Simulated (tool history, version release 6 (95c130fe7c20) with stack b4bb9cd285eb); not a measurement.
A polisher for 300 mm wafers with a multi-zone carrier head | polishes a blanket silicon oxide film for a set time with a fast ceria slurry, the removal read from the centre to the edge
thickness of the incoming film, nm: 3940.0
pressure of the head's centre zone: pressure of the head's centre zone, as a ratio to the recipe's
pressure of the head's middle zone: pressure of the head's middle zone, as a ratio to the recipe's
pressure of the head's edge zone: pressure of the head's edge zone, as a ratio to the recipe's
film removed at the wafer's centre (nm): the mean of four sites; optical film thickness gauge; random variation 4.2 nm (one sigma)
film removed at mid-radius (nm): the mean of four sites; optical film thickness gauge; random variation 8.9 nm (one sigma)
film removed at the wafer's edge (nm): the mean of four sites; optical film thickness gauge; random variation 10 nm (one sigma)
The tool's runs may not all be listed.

run	hour	flow of slurry (ml/min)	pressure of the head's centre zone	pressure of the head's middle zone	pressure of the head's edge zone	polishing time (s)	film removed at the wafer's centre (nm)	film removed at mid-radius (nm)	film removed at the wafer's edge (nm)
1	0.0	235	1.00	1.00	1.00	49	904.41	904.62	934.10
2	3.1	255	1.00	1.00	1.00	49	901.06	942.43	914.07
3	11.8	300	1.00	1.00	1.00	49	927.37	933.04	943.05
4	19.8	300	1.00	1.08	1.00	49	942.85	982.48	933.43
5	23.5	300	1.00	1.08	1.04	49	934.14	987.28	935.48
6	29.8	300	1.00	1.08	1.08	49	927.06	1007.40	992.43
7	37.5	295	0.97	1.04	1.05	47	868.96	912.59	914.57
8	42.5	295	0.97	1.04	1.05	47	876.73	917.82	899.83
9	51.5	285	0.94	1.02	1.07	45	798.00	851.72	896.81
10	57.0	280	0.92	1.01	1.05	44	764.69	820.60	858.48
11	65.0	280	0.92	1.01	1.05	44	764.37	801.51	875.81
12	68.5	280	0.91	1.02	1.03	42	720.88	807.58	820.31
13	76.4	280	0.91	1.02	1.03	42	713.95	804.33	818.71

The next listed run, before its measurement:
14	81.8	235	0.83	0.92	0.93	36	?	?	?

{"run 14": {"film removed at the wafer's centre (nm)": 550.92, "film removed at mid-radius (nm)": 614.12, "film removed at the wafer's edge (nm)": 652.68}}
